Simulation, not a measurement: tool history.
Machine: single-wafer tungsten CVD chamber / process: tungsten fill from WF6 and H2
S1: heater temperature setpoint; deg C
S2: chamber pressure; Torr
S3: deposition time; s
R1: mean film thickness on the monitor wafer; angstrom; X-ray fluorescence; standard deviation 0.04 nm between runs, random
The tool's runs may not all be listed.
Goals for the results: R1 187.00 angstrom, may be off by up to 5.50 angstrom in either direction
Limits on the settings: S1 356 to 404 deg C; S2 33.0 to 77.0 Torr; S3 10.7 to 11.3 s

run,hour,S1,S2,S3,R1
1,0.0,380,55.0,11.3,287.19
2,6.0,374,54.4,11.3,247.99
3,8.2,374,59.7,11.3,256.30
4,15.5,374,59.7,10.7,242.74
5,18.2,374,67.2,10.7,254.05
6,22.2,374,67.2,11.3,267.93
7,28.4,369,66.7,11.3,236.91
8,32.5,366,66.4,11.3,219.23
9,37.6,364,66.2,11.3,209.27
10,45.4,358,65.6,11.3,179.14

Exactly one of the 4 candidate moves below puts every result within its allowed miss. Which one?
A,53.2,356,68.7,11.1,?
B,53.2,356,65.7,10.9,?
C,53.2,359,71.3,11.1,?
D,53.2,361,60.5,10.7,?

move,R1
A,169.82
B,164.04
C,185.87
D,177.30
A: further off than the last run
B: further off than the last run
C: each result inside its tolerance
D: further off than the last run
The right move is C.
